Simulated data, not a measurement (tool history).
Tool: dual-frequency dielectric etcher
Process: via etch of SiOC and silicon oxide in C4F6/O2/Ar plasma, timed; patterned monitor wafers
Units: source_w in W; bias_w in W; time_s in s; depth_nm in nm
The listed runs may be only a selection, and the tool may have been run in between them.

Run 1, hour 0: source_w 280 W, bias_w 157 W, time_s 88 s. Result: depth_nm 83.034 nm.
Run 2, hour 7.7: source_w 250 W, bias_w 152 W, time_s 88 s. Result: depth_nm 79.583 nm.
Run 3, hour 14.7: source_w 250 W, bias_w 165 W, time_s 88 s. Result: depth_nm 81.252 nm.
Run 4, hour 16.1: source_w 230 W, bias_w 156 W, time_s 88 s. Result: depth_nm 79.119 nm.
Run 5, hour 20.1: source_w 210 W, bias_w 143 W, time_s 88 s. Result: depth_nm 73.953 nm.
Run 6, hour 27.8: source_w 200 W, bias_w 141 W, time_s 88 s. Result: depth_nm 73.108 nm.
Run 7, hour 36.6: source_w 190 W, bias_w 139 W, time_s 88 s. Result: depth_nm 71.211 nm.

Run 8 comes next. What will it give?
Run 8, hour 39.6: source_w 190 W, bias_w 139 W, time_s 88 s. Result: depth_nm ?.

depth_nm: 72.542 nm
